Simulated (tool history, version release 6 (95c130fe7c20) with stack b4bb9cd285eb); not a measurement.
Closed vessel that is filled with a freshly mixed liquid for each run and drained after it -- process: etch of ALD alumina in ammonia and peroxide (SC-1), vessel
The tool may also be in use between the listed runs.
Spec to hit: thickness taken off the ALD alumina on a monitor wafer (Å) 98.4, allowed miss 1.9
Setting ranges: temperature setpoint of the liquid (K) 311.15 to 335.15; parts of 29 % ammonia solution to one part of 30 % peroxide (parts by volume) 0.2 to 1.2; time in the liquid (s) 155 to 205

run    day  temperature setpoint of the liquid (K)  parts of 29 % ammonia solution to one part of 30 % peroxide (parts by volume)  time in the liquid (s)  thickness taken off the ALD alumina on a monitor wafer (Å)
  1      0                                  319.15                                                                            0.9                     205                                                      77.269
  2  0.071                                  320.15                                                                            0.9                     205                                                      80.562
  3  0.188                                  320.15                                                                            0.9                     205                                                      80.971
  4  0.404                                  320.15                                                                            1.2                     205                                                      84.198
  5  0.542                                  320.65                                                                            1.2                     205                                                      86.903
  6  0.875                                  317.15                                                                            1.2                     205                                                      70.771
  7  1.154                                  318.15                                                                            1.2                     205                                                      74.486
  8  1.504                                  319.15                                                                            1.2                     205                                                      78.387
  9  1.562                                  320.15                                                                            1.2                     205                                                      83.556
 10  1.938                                  320.65                                                                            1.2                     205                                                       85.67
 11  2.275                                  321.15                                                                            1.2                     205                                                      87.364
 12  2.496                                  321.65                                                                            1.2                     205                                                       90.52
 13  2.554                                  322.15                                                                            1.2                     205                                                      92.983
 14  2.629                                  322.65                                                                            1.2                     205                                                      96.194

Consider the 4 candidate settings below. Which is the only one whose results all fall within their allowed miss of target?
  A  2.704                                  324.15                                                                            1.1                     195                                                           ?
  B  2.704                                  323.15                                                                            1.2                     195                                                           ?
  C  2.704                                  322.65                                                                            1.2                     200                                                           ?
  D  2.704                                  324.15                                                                            1.2                     185                                                           ?

move  thickness taken off the ALD alumina on a monitor wafer (Å)
   A                                                      97.746
   B                                                      93.306
   C                                                        93.1
   D                                                      93.504
A: all results in spec
B: further off than the last run
C: further off than the last run
D: further off than the last run
Move A is the one to make.
